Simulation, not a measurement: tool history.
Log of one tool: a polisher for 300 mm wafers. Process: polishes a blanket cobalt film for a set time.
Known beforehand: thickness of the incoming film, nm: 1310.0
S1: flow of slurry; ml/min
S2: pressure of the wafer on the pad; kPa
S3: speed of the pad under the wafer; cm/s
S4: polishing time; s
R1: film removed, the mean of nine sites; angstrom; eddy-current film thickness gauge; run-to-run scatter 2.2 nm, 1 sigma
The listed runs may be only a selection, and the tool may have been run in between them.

run,hour,S1,S2,S3,S4,R1
1,0,145,10.3,86,39,1120.6
2,5.8,145,11,86,39,1180.1
3,13,145,11,86,35,1071.8
4,18.6,145,11.7,88,35,1112.1
5,19.7,145,11.7,106,35,1372.9
6,21.8,145,11.7,122,35,1554.6
7,28.9,150,12.4,122,35,1637.1

Run 8 has not been measured yet. What should we expect?
8,37.4,150,13.1,122,35,?

{"run 8": {"R1": 1718.5}}
